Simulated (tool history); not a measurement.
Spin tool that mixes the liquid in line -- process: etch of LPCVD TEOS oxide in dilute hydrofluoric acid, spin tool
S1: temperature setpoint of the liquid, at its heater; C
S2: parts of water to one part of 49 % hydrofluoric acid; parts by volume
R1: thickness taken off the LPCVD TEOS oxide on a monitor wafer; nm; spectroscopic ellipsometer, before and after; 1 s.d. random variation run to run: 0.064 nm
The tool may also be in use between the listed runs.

run 1 day=0.000 | S1=20.0 S2=200 time_under_the_liquid_(s)=40 | R1=3.6354
run 2 day=0.125 | S1=22.0 S2=170 time_under_the_liquid_(s)=40 | R1=4.8015
run 3 day=0.308 | S1=23.5 S2=150 time_under_the_liquid_(s)=40 | R1=5.7847
run 4 day=0.375 | S1=21.5 S2=150 time_under_the_liquid_(s)=40 | R1=5.4415
-- day=0.546 thermometer replaced
run 5 day=0.546 | S1=23.0 S2=135 time_under_the_liquid_(s)=40 | R1=6.2190
run 6 day=0.675 | S1=21.0 S2=135 time_under_the_liquid_(s)=40 | R1=5.7682

Estimate the outcome of run 7 from the log above:
run 7 day=0.842 | S1=22.5 S2=125 time_under_the_liquid_(s)=40 | R1=?

R1: 6.7589 nm
